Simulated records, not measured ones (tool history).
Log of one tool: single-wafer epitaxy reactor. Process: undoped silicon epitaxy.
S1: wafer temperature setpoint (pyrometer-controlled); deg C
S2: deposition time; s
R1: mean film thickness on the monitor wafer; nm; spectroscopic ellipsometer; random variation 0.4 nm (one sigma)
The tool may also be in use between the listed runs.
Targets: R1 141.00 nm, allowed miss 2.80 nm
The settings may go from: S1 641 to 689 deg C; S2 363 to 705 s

| run | day | S1 | S2 | R1 |
|---|---|---|---|---|
| 1 | 0.000 | 665 | 534 | 118.70 |
| 2 | 0.129 | 667 | 534 | 124.06 |
| 3 | 0.288 | 669 | 534 | 129.45 |
| 4 | 0.508 | 670 | 534 | 131.64 |
| 5 | 0.567 | 671 | 534 | 133.76 |
| 6 | 0.650 | 679 | 534 | 157.03 |
| 7 | 0.892 | 677 | 534 | 150.98 |
| 8 | 1.254 | 676 | 534 | 147.72 |
| 9 | 1.338 | 675 | 534 | 145.34 |

Which of these 5 next moves meets every target?
| A | 1.421 | 665 | 666 | ? |
| B | 1.421 | 681 | 494 | ? |
| C | 1.421 | 676 | 541 | ? |
| D | 1.421 | 674 | 548 | ? |
| E | 1.421 | 671 | 557 | ? |

| move | R1 |
|---|---|
| A | 148.43 |
| B | 150.66 |
| C | 149.75 |
| D | 145.88 |
| E | 139.80 |
A: further off than the last run
B: further off than the last run
C: further off than the last run
D: further off than the last run
E: meets every target
Move E is the one to make.

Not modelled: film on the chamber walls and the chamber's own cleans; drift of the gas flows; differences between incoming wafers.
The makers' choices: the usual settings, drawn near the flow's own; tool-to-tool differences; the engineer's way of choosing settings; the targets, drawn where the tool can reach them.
